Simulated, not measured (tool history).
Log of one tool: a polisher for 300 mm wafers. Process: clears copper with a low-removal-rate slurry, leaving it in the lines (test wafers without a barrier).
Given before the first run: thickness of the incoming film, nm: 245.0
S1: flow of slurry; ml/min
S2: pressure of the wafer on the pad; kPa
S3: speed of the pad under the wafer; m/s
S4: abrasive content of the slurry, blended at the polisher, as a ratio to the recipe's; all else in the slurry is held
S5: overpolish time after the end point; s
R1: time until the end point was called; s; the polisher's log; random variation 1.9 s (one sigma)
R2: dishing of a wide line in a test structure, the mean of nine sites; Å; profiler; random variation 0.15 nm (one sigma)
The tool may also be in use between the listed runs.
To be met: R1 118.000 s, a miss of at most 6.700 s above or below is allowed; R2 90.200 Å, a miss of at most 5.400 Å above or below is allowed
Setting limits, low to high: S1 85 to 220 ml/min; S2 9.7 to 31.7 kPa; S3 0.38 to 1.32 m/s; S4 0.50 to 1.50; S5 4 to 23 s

run,day,S1,S2,S3,S4,S5,R1,R2
1,0.000,140,20.7,0.84,1.00,12,97.765,216.910
2,0.362,140,20.0,0.84,1.00,11,100.620,185.830
3,0.538,140,20.0,0.94,1.00,11,90.816,211.840
4,0.562,140,24.1,0.94,1.00,11,75.275,237.720
5,0.821,140,21.4,0.94,1.00,11,88.156,221.180
6,0.929,145,21.4,0.92,1.00,10,86.153,195.260
7,1.096,150,20.7,0.90,1.00,10,91.268,189.600
8,1.292,110,16.5,0.88,0.95,4,124.600,58.317

Consider the 5 candidate settings below. Which is the only one whose results all fall within their allowed miss of target?
A,1.488,115,17.9,0.92,0.95,7,?,?
B,1.488,110,18.6,0.68,0.90,9,?,?
C,1.488,125,20.0,0.62,0.95,7,?,?
D,1.488,100,20.0,0.86,0.70,6,?,?
E,1.488,115,15.2,0.90,1.00,4,?,?

move,R1,R2
A,105.060,114.510
B,135.250,114.430
C,131.320,92.453
D,114.360,91.046
E,123.750,56.630
A: moves the result that the last run missed by most past its target, out the other side
B: moves the result that the last run missed by most past its target, out the other side
C: gets the furthest-off result to its target, but another result is out of tolerance
D: in spec on every target
E: lands further from the targets than the last run did
D meets every target.

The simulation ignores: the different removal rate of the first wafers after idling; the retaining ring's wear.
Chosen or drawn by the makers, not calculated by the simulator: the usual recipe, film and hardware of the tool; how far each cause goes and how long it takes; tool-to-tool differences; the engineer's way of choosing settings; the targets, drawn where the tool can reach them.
